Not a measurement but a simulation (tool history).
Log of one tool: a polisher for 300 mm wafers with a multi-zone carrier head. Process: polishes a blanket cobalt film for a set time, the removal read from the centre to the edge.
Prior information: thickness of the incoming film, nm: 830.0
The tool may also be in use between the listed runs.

run,hour,flow of slurry (ml/min),pressure of the head's centre zone,pressure of the head's middle zone,pressure of the head's edge zone,polishing time (s),film removed at the wafer's centre (nm),film removed at mid-radius (nm),film removed at the wafer's edge (nm)
1,0.0,255,1.00,1.00,1.00,53,253.55,246.71,240.98
2,8.8,280,1.00,1.00,1.00,53,255.78,253.22,237.83
3,13.5,280,1.00,0.95,1.00,53,252.98,242.08,243.47
4,16.1,280,1.00,0.96,1.01,54,258.34,242.29,252.54
5,23.1,280,1.08,0.96,1.01,54,278.52,247.81,250.28
6,27.0,245,1.08,0.96,1.01,54,277.93,246.27,239.94
7,33.3,255,1.08,0.98,1.02,54,279.38,243.89,245.87
8,41.8,265,1.08,1.00,1.02,55,281.32,257.35,250.19
9,49.7,270,1.08,1.01,1.03,56,287.39,261.91,258.25
10,51.0,275,1.08,1.02,1.03,56,291.96,261.40,254.55
11,51.7,280,1.07,1.03,1.03,57,292.52,266.59,264.25

Run 12 comes next. What will it give?
12,57.4,285,1.07,1.04,1.03,58,?,?,?

film removed at the wafer's centre (nm): 302.14
film removed at mid-radius (nm): 276.02
film removed at the wafer's edge (nm): 260.80

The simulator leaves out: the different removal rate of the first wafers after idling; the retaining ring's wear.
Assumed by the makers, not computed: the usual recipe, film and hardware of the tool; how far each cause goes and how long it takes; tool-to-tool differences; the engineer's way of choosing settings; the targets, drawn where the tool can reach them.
